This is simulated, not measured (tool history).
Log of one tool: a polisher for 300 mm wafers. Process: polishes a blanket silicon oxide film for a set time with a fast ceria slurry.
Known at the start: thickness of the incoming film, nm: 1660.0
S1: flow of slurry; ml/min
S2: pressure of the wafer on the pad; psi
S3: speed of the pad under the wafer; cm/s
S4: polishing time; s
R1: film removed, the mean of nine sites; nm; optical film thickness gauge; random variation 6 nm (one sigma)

run  hour   S1   S2  S3  S4      R1
  1     0  130  3.4  96  24  401.12
  2   7.6  135  3.7  96  24  429.68
  3  11.8  155  3.7  96  24  449.86
  4  13.8  160  3.9  96  24  471.33
  5  17.7  160  3.9  78  24  390.79
  6  24.7  165  4.2  78  24     415

Run 7 comes next. What will it give?
  7  31.4  170  4.5  80  24   ?

{"run 7": {"R1": 465.4}}
